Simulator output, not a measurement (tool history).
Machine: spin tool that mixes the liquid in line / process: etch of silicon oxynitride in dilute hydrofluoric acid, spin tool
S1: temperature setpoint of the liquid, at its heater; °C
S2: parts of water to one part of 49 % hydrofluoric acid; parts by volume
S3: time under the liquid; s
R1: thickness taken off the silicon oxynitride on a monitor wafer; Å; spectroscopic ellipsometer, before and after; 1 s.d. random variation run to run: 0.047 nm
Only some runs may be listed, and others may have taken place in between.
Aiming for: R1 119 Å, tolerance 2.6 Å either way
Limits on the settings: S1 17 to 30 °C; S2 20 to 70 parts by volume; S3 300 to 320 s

run  hour    S1  S2   S3      R1
  1     0    22  40  300  173.77
  2   6.6    22  35  300  197.95
  3   9.4    22  35  300  199.49
  4  11.5    22  35  300  198.34
  5  14.4  20.5  35  300  184.29
  6    22  19.5  35  300  176.11
  7  26.4    19  40  300  148.61
  8  30.6  18.5  40  300  145.63
  9  32.9    18  40  300  140.76
 10  34.4  17.5  45  300  122.29

Below are 4 possible settings for the next run. Only one of them brings all results inside the allowed miss of their targets. Which is it?
  A  35.9  17.5  45  315   ?
  B  35.9  18.5  45  300   ?
  C  35.9    17  45  300   ?
  D  35.9    18  45  300   ?

move      R1
   A  128.73
   B  129.04
   C  119.48
   D  125.78
A: its largest miss is bigger than the last run's
B: its largest miss is bigger than the last run's
C: all results land within tolerance of their targets
D: its largest miss is bigger than the last run's
C is the move that brings every result within its allowed miss.

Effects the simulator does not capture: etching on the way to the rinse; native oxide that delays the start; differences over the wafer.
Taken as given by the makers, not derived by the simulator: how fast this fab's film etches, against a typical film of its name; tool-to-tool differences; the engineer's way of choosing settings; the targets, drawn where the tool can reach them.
